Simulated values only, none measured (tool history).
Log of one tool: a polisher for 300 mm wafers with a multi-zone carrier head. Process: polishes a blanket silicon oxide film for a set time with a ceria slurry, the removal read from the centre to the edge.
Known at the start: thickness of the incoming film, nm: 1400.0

| run | hour | flow of slurry (ml/min) | pressure of the head's centre zone | pressure of the head's middle zone | pressure of the head's edge zone | polishing time (s) | film removed at the wafer's centre (Å) | film removed at mid-radius (Å) | film removed at the wafer's edge (Å) |
|---|---|---|---|---|---|---|---|---|---|
| 1 | 0.0 | 285 | 1.00 | 1.00 | 1.00 | 68 | 3392.7 | 3525.1 | 3339.3 |
| 2 | 7.6 | 285 | 1.00 | 1.00 | 1.00 | 58 | 2861.4 | 2986.6 | 2843.1 |
| 3 | 11.6 | 285 | 1.00 | 1.08 | 1.00 | 58 | 2887.4 | 3187.1 | 2879.7 |
| 4 | 17.3 | 285 | 1.00 | 1.08 | 0.96 | 58 | 2843.0 | 3215.9 | 2841.7 |
| 5 | 22.8 | 285 | 1.00 | 1.08 | 0.96 | 49 | 2447.6 | 2709.3 | 2367.3 |
| 6 | 29.0 | 320 | 1.00 | 1.08 | 0.96 | 49 | 2423.0 | 2792.3 | 2417.0 |
| 7 | 34.1 | 305 | 1.01 | 1.06 | 1.00 | 54 | 2780.6 | 2957.4 | 2665.0 |
| 8 | 36.8 | 285 | 1.01 | 1.04 | 1.04 | 59 | 2929.0 | 3127.7 | 2963.8 |
| 9 | 39.4 | 270 | 1.03 | 1.03 | 1.07 | 62 | 3169.5 | 3234.1 | 3116.6 |
| 10 | 43.6 | 265 | 1.03 | 1.01 | 1.09 | 65 | 3259.8 | 3356.1 | 3317.8 |
| 11 | 46.4 | 265 | 1.04 | 0.99 | 1.11 | 67 | 3421.6 | 3436.2 | 3448.1 |
| 12 | 50.5 | 265 | 1.05 | 0.97 | 1.13 | 69 | 3587.2 | 3490.5 | 3487.0 |
| 13 | 55.2 | 265 | 1.05 | 0.97 | 1.13 | 69 | 3528.5 | 3488.2 | 3535.7 |

The next listed run, before its measurement:
| 14 | 57.6 | 255 | 1.06 | 0.95 | 1.14 | 71 | ? | ? | ? |

film removed at the wafer's centre (Å): 3669.3
film removed at mid-radius (Å): 3510.2
film removed at the wafer's edge (Å): 3631.3

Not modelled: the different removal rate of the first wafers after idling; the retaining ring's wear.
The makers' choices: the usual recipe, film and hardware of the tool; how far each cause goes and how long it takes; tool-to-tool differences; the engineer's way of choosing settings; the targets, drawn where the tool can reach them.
